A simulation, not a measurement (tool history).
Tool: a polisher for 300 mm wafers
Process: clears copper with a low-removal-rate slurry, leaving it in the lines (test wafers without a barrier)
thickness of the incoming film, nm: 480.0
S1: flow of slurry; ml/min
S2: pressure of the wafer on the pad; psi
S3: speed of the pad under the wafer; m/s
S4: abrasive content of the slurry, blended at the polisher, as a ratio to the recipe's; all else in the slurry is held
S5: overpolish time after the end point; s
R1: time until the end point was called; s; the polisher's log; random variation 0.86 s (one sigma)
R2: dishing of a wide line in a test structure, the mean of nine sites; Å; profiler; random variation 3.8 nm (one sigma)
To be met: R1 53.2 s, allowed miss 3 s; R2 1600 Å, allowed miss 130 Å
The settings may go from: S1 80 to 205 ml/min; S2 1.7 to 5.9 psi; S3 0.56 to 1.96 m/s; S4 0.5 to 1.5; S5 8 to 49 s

run	hour	S1	S2	S3	S4	S5	R1	R2
1	0	135	3.8	1.26	1	25	110.84	772.38
2	2.5	145	3.8	1.26	1	25	112.85	802.24
3	9.9	160	3.8	1.26	1	25	106.63	789.91
4	12.8	160	4.5	1.32	1	27	92.227	959.85
5	14.7	160	5	1.46	1	28	77.364	1133.3
6	19.6	160	5	1.6	1	28	69.752	1145.4
# hour 24.4: worn pad replaced by a new one
7	24.4	160	5.3	1.66	1	30	58.669	1370.8
8	30.3	160	5.4	1.66	1	31	59.794	1419.7

5 next moves are on the table. One of them brings every result within its allowed miss. Which?
A	36.2	140	5.4	1.62	1.1	27	?	?
B	36.2	165	5.8	1.44	1	42	?	?
C	36.2	170	4.8	1.64	0.9	23	?	?
D	36.2	135	5.3	1.9	1	37	?	?
E	36.2	120	4.5	1.72	1.2	29	?	?

move	R1	R2
A	59.371	1242.3
B	63.225	1494.9
C	66.086	1052.2
D	53.418	1498.2
E	64.222	1211.5
A: further off than the last run
B: further off than the last run
C: further off than the last run
D: meets every target
E: further off than the last run
Answer: D
